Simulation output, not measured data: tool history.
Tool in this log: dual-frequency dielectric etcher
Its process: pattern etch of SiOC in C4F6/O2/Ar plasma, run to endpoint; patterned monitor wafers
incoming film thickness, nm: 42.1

{"run": 1, "hour": 0.0, "bias power (W)": 414, "source power (W)": 330, "endpoint time (s)": 17.311}
{"run": 2, "hour": 7.7, "bias power (W)": 414, "source power (W)": 290, "endpoint time (s)": 18.273}
{"run": 3, "hour": 15.3, "bias power (W)": 414, "source power (W)": 340, "endpoint time (s)": 17.229}
{"run": 4, "hour": 22.8, "bias power (W)": 414, "source power (W)": 310, "endpoint time (s)": 17.87}
{"run": 5, "hour": 28.6, "bias power (W)": 389, "source power (W)": 310, "endpoint time (s)": 18.541}
{"run": 6, "hour": 34.7, "bias power (W)": 378, "source power (W)": 310, "endpoint time (s)": 18.843}
{"run": 7, "hour": 37.7, "bias power (W)": 369, "source power (W)": 310, "endpoint time (s)": 19.107}
{"run": 8, "hour": 41.0, "bias power (W)": 362, "source power (W)": 310, "endpoint time (s)": 19.385}
{"run": 9, "hour": 43.8, "bias power (W)": 357, "source power (W)": 310, "endpoint time (s)": 19.503}

Run 10, settings as shown, results not yet in. Your forecast:
{"run": 10, "hour": 46.9, "bias power (W)": 353, "source power (W)": 310, "endpoint time (s)": "?"}

endpoint time (s): 19.727
